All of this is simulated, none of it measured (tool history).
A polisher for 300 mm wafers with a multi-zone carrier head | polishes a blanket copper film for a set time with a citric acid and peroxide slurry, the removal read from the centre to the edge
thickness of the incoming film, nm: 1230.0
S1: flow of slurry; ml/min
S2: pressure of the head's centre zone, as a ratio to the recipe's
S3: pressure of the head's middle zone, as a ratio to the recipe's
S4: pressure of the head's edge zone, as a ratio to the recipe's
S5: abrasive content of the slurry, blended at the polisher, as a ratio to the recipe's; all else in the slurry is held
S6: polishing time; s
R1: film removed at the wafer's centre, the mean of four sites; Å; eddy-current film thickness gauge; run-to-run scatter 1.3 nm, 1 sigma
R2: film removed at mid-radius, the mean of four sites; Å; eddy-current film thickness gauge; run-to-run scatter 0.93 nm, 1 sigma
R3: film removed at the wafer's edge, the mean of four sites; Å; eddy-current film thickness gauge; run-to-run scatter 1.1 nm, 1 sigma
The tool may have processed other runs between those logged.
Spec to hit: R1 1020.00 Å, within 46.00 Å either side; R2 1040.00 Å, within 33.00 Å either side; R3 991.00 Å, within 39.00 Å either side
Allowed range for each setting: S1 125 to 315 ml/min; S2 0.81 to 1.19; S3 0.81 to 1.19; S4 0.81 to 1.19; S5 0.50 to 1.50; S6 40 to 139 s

{"run": 1, "day": 0.0, "S1": 205, "S2": 1.0, "S3": 1.0, "S4": 1.0, "S5": 1.0, "S6": 89, "R1": 1718.3, "R2": 1691.2, "R3": 1808.7}
{"run": 2, "day": 0.088, "S1": 205, "S2": 1.0, "S3": 1.01, "S4": 0.98, "S5": 0.9, "S6": 83, "R1": 1645.7, "R2": 1610.2, "R3": 1646.8}
{"run": 3, "day": 0.388, "S1": 205, "S2": 1.0, "S3": 1.01, "S4": 0.98, "S5": 1.1, "S6": 83, "R1": 1655.1, "R2": 1624.8, "R3": 1645.0}
{"run": 4, "day": 0.642, "S1": 205, "S2": 1.05, "S3": 1.01, "S4": 0.98, "S5": 1.1, "S6": 83, "R1": 1739.6, "R2": 1631.5, "R3": 1656.9}
{"run": 5, "day": 0.942, "S1": 205, "S2": 1.03, "S3": 1.01, "S4": 0.97, "S5": 1.1, "S6": 77, "R1": 1575.9, "R2": 1502.3, "R3": 1573.3}
{"run": 6, "day": 1.058, "S1": 200, "S2": 1.03, "S3": 1.02, "S4": 0.95, "S5": 1.1, "S6": 71, "R1": 1436.3, "R2": 1374.9, "R3": 1398.1}
{"run": 7, "day": 1.421, "S1": 195, "S2": 1.02, "S3": 1.02, "S4": 0.93, "S5": 1.1, "S6": 68, "R1": 1380.3, "R2": 1330.0, "R3": 1334.0}
{"run": 8, "day": 1.596, "S1": 190, "S2": 1.01, "S3": 1.02, "S4": 0.91, "S5": 1.1, "S6": 65, "R1": 1287.3, "R2": 1267.9, "R3": 1254.5}
{"run": 9, "day": 1.85, "S1": 185, "S2": 1.0, "S3": 1.02, "S4": 0.89, "S5": 1.1, "S6": 63, "R1": 1228.7, "R2": 1229.1, "R3": 1241.0}
{"run": 10, "day": 2.012, "S1": 185, "S2": 1.0, "S3": 1.03, "S4": 0.88, "S5": 1.1, "S6": 61, "R1": 1192.5, "R2": 1201.6, "R3": 1180.1}
{"run": 11, "day": 2.333, "S1": 185, "S2": 1.0, "S3": 1.03, "S4": 0.87, "S5": 1.05, "S6": 60, "R1": 1155.6, "R2": 1181.3, "R3": 1146.9}

Next run, 5 choices. One meets every target within its allowed miss, the rest don't. Which?
{"run": "A", "day": 2.654, "S1": 155, "S2": 1.04, "S3": 1.11, "S4": 0.81, "S5": 1.25, "S6": 49, "R1": "?", "R2": "?", "R3": "?"}
{"run": "B", "day": 2.654, "S1": 160, "S2": 0.94, "S3": 0.95, "S4": 0.93, "S5": 1.0, "S6": 53, "R1": "?", "R2": "?", "R3": "?"}
{"run": "C", "day": 2.654, "S1": 185, "S2": 1.07, "S3": 0.81, "S4": 1.01, "S5": 1.2, "S6": 64, "R1": "?", "R2": "?", "R3": "?"}
{"run": "D", "day": 2.654, "S1": 200, "S2": 1.02, "S3": 1.08, "S4": 0.93, "S5": 1.05, "S6": 51, "R1": "?", "R2": "?", "R3": "?"}
{"run": "E", "day": 2.654, "S1": 125, "S2": 0.81, "S3": 0.81, "S4": 1.01, "S5": 1.1, "S6": 64, "R1": "?", "R2": "?", "R3": "?"}

move=A R1=1007.40 R2=1023.60 R3=930.43
move=B R1=957.25 R2=944.97 R3=1021.70
move=C R1=1370.80 R2=1039.40 R3=1314.40
move=D R1=1033.00 R2=1042.50 R3=1004.10
move=E R1=977.26 R2=987.54 R3=1260.80
A: gets the furthest-off result to its target, but another result is out of tolerance
B: carries the result that was furthest off beyond its target, to the other side
C: gets the furthest-off result to its target, but another result is out of tolerance
D: each result inside its tolerance
E: carries the result that was furthest off beyond its target, to the other side
Go with D: it meets all targets.
